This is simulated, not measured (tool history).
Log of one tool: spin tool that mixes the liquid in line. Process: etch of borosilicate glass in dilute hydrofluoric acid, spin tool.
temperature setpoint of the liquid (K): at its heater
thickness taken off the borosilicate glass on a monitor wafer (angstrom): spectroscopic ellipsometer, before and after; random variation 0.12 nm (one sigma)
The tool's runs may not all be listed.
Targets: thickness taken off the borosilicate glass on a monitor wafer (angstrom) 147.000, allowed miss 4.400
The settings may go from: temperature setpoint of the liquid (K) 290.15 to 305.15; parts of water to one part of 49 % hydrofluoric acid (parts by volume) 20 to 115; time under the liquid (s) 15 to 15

run  hour  temperature setpoint of the liquid (K)  parts of water to one part of 49 % hydrofluoric acid (parts by volume)  time under the liquid (s)  thickness taken off the borosilicate glass on a monitor wafer (angstrom)
  1   0.0                                  297.15                                                                      65                         15                                                                    75.913
  2   8.5                                  298.65                                                                      60                         15                                                                    88.051
  3  13.6                                  296.15                                                                      60                         15                                                                    79.461
  4  19.7                                  298.15                                                                      55                         15                                                                    96.517
  5  22.7                                  298.15                                                                      45                         15                                                                   118.000
  6  23.9                                  298.15                                                                      25                         15                                                                   214.900
  7  28.5                                  296.65                                                                      25                         15                                                                   203.500
  8  36.7                                  295.65                                                                      25                         15                                                                   192.050
  9  42.3                                  295.65                                                                      25                         15                                                                   197.460
 10  51.2                                  294.65                                                                      25                         15                                                                   188.080
 11  55.3                                  293.65                                                                      25                         15                                                                   179.460

5 next moves are on the table. One of them brings every result within its allowed miss. Which?
  A  59.4                                  294.65                                                                      30                         15                                                                         ?
  B  59.4                                  295.15                                                                      30                         15                                                                         ?
  C  59.4                                  298.65                                                                      35                         15                                                                         ?
  D  59.4                                  293.15                                                                      30                         15                                                                         ?
  E  59.4                                  294.15                                                                      35                         15                                                                         ?

move  thickness taken off the borosilicate glass on a monitor wafer (angstrom)
   A                                                                   154.840
   B                                                                   158.170
   C                                                                   155.900
   D                                                                   145.200
   E                                                                   129.110
A: nearer than the last run, and not there yet
B: nearer than the last run, and not there yet
C: nearer than the last run, and not there yet
D: meets every target
E: takes the result that was furthest off past its target
Answer: D

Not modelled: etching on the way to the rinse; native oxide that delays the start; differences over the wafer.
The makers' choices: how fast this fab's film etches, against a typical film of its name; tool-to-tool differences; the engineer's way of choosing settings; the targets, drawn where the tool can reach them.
